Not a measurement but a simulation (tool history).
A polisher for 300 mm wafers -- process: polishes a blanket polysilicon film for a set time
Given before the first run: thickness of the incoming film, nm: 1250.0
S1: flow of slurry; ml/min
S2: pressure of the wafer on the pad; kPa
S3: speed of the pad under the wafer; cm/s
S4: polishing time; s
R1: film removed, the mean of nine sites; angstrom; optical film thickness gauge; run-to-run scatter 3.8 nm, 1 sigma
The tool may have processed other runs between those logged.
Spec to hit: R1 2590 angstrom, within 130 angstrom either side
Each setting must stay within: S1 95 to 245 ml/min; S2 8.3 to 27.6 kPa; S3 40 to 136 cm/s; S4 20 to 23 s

Run 1, hour 0: S1 155 ml/min, S2 17.9 kPa, S3 88 cm/s, S4 23 s. Result: R1 1584.4 angstrom.
Run 2, hour 1.8: S1 155 ml/min, S2 17.9 kPa, S3 88 cm/s, S4 23 s. Result: R1 1633.1 angstrom.
Run 3, hour 2.3: S1 155 ml/min, S2 15.2 kPa, S3 88 cm/s, S4 23 s. Result: R1 1370.8 angstrom.
Run 4, hour 4.2: S1 155 ml/min, S2 17.9 kPa, S3 90 cm/s, S4 23 s. Result: R1 1648.8 angstrom.
Run 5, hour 9.7: S1 175 ml/min, S2 17.9 kPa, S3 90 cm/s, S4 23 s. Result: R1 1641.9 angstrom.
Run 6, hour 11.8: S1 150 ml/min, S2 17.9 kPa, S3 90 cm/s, S4 23 s. Result: R1 1622.9 angstrom.
Run 7, hour 14.4: S1 150 ml/min, S2 20 kPa, S3 92 cm/s, S4 23 s. Result: R1 1835.9 angstrom.
At hour 17.8: worn pad replaced by a new one.
Run 8, hour 17.8: S1 150 ml/min, S2 22.1 kPa, S3 94 cm/s, S4 23 s. Result: R1 2241.7 angstrom.
Run 9, hour 22.2: S1 150 ml/min, S2 22.8 kPa, S3 94 cm/s, S4 23 s. Result: R1 2336.1 angstrom.

5 candidate next runs follow, results not yet known. Just one meets every target within its allowed miss. Identify it.
Run A, hour 26.6: S1 145 ml/min, S2 21.4 kPa, S3 94 cm/s, S4 22 s. Result: R1 ?.
Run B, hour 26.6: S1 145 ml/min, S2 24.1 kPa, S3 88 cm/s, S4 22 s. Result: R1 ?.
Run C, hour 26.6: S1 200 ml/min, S2 22.8 kPa, S3 90 cm/s, S4 21 s. Result: R1 ?.
Run D, hour 26.6: S1 140 ml/min, S2 22.8 kPa, S3 104 cm/s, S4 23 s. Result: R1 ?.
Run E, hour 26.6: S1 110 ml/min, S2 22.8 kPa, S3 104 cm/s, S4 20 s. Result: R1 ?.

move      R1
   A  2073.9
   B  2189.9
   C  2105.2
   D  2529.6
   E  2116.7
A: misses by more than the last run did
B: misses by more than the last run did
C: misses by more than the last run did
D: hits every target within its allowed miss
E: misses by more than the last run did
The move that meets every target is D.

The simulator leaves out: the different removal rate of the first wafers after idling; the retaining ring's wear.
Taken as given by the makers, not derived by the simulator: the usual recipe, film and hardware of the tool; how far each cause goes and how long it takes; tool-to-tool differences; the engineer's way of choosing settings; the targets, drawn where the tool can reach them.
